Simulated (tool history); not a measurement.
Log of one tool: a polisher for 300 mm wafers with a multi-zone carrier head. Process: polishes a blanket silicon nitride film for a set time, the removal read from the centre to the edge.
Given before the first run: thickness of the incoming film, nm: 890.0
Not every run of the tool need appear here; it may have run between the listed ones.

run	hour	flow of slurry (ml/min)	pressure of the head's centre zone	pressure of the head's middle zone	pressure of the head's edge zone	polishing time (s)	film removed at the wafer's centre (Å)	film removed at mid-radius (Å)	film removed at the wafer's edge (Å)
1	0.0	235	1.00	1.00	1.00	77	2403.3	2293.5	2331.6
2	7.9	240	0.98	0.99	1.03	79	2388.8	2349.9	2423.9
3	10.6	240	0.97	0.98	1.06	81	2396.8	2420.5	2558.0
4	12.4	240	0.97	1.04	1.06	81	2405.3	2565.3	2494.9
5	20.9	285	0.97	1.04	1.06	81	2481.0	2513.2	2578.8
6	24.1	295	0.97	1.03	1.08	82	2499.6	2530.3	2605.6
7	29.9	300	0.96	1.01	1.10	83	2476.1	2557.4	2630.6

Run 8 comes next. What will it give?
8	34.8	305	0.95	0.98	1.11	85	?	?	?

film removed at the wafer's centre (Å): 2536.3
film removed at mid-radius (Å): 2594.6
film removed at the wafer's edge (Å): 2820.9

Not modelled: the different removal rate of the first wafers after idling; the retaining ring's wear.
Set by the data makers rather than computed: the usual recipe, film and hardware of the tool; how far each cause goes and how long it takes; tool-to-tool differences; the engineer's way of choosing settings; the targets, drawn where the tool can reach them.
